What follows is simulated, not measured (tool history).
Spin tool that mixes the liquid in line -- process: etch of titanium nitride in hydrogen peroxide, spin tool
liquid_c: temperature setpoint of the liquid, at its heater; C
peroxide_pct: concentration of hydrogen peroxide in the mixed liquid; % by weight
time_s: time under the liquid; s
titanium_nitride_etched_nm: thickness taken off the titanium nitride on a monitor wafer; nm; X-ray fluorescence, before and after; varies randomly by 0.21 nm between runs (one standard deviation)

run  hour  liquid_c  peroxide_pct  time_s  titanium_nitride_etched_nm
  1   0.0      57.0          23.0     300                      13.714
  2   0.7      57.0          20.5     300                      13.436
  3   7.5      57.0          20.5     320                      14.310
  4  12.4      57.0          20.5     320                      14.381
  5  15.0      57.0          20.5     320                      14.314
     23.0  -- heated supply line repaired
  6  23.0      60.0          20.5     320                      19.802
  7  31.7      60.0          20.5     320                      19.664

The next listed run, before its measurement:
  8  34.9      60.5          20.5     320                           ?

{"run 8": {"titanium_nitride_etched_nm": 20.642}}
